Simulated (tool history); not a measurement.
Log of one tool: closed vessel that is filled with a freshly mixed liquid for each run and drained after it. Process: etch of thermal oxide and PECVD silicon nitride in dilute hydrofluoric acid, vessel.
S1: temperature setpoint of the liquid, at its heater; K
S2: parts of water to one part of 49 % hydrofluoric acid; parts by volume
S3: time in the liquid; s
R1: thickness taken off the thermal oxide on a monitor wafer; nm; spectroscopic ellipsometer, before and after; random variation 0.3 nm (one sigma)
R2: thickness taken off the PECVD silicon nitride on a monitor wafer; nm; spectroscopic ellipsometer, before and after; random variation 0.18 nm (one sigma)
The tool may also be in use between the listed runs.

| run | hour | S1 | S2 | S3 | R1 | R2 |
|---|---|---|---|---|---|---|
| 1 | 0.0 | 294.15 | 100 | 560 | 20.515 | 9.8231 |
| 2 | 1.7 | 295.15 | 100 | 560 | 21.663 | 10.5910 |
| 3 | 7.8 | 295.15 | 100 | 700 | 26.909 | 13.0340 |
| 4 | 10.3 | 295.15 | 95 | 695 | 28.121 | 13.5830 |
| 5 | 14.2 | 297.15 | 95 | 695 | 30.281 | 15.6390 |
| 6 | 23.0 | 295.65 | 95 | 695 | 28.936 | 14.0590 |
| 7 | 31.1 | 295.65 | 90 | 690 | 30.719 | 14.8950 |
| 8 | 39.6 | 295.65 | 90 | 690 | 30.103 | 14.7290 |
| 9 | 48.0 | 295.65 | 85 | 690 | 32.365 | 15.8290 |
| 10 | 50.3 | 295.65 | 80 | 690 | 34.601 | 16.7270 |
| 11 | 53.8 | 295.65 | 80 | 690 | 34.815 | 16.6400 |

The next listed run, before its measurement:
| 12 | 54.6 | 295.65 | 75 | 685 | ? | ? |

R1: 36.654 nm
R2: 17.4300 nm
